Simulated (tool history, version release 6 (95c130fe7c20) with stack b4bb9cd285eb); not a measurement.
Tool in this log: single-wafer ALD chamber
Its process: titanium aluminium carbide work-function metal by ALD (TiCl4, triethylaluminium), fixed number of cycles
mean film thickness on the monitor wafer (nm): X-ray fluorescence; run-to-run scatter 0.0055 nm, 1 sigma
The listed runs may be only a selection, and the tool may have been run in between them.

run  hour  heater temperature setpoint (K)  triethylaluminium pulse time (s)  mean film thickness on the monitor wafer (nm)
  1   0.0                           593.15                              7.50                                         2.0691
  2   8.8                           598.15                              7.89                                         2.1256
  3  13.0                           598.15                              9.56                                         2.1991
  4  18.3                           590.15                              9.56                                         2.1218
  5  25.0                           581.15                              9.56                                         2.0501
  6  26.8                           585.15                              9.56                                         2.0896
  7  27.6                           590.15                             10.00                                         2.1386

What does the tool deliver on the next run?
  8  30.7                           594.15                             10.36                                              ?

{"run 8": {"mean film thickness on the monitor wafer (nm)": 2.1764}}
